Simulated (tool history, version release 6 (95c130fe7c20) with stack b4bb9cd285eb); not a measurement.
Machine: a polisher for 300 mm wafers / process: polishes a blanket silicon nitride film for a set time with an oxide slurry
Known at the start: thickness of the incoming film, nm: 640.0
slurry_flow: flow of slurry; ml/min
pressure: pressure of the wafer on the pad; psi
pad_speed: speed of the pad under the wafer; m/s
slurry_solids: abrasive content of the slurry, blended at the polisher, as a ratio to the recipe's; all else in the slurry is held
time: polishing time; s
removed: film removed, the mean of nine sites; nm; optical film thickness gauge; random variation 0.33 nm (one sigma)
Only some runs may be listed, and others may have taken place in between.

run  hour  slurry_flow  pressure  pad_speed  slurry_solids  time  removed
  1   0.0          315       2.3       1.16            1.0    38   15.582
  2   3.8          315       2.3       1.16            1.0    35   14.135
  3   4.7          315       2.0       1.16            1.0    35   12.256
  4  12.3          315       2.2       1.16            1.0    35   13.044
  5  18.7          315       2.4       1.16            1.0    35   14.384
  6  19.5          315       2.4       1.06            1.0    35   13.458
  7  21.7          315       2.6       1.08            1.0    35   14.936
  8  24.7          315       2.7       1.10            1.0    35   15.631

Run 9, settings as shown, results not yet in. Your forecast:
  9  29.2          315       2.8       1.12            1.0    35        ?

{"run 9": {"removed": 16.209}}
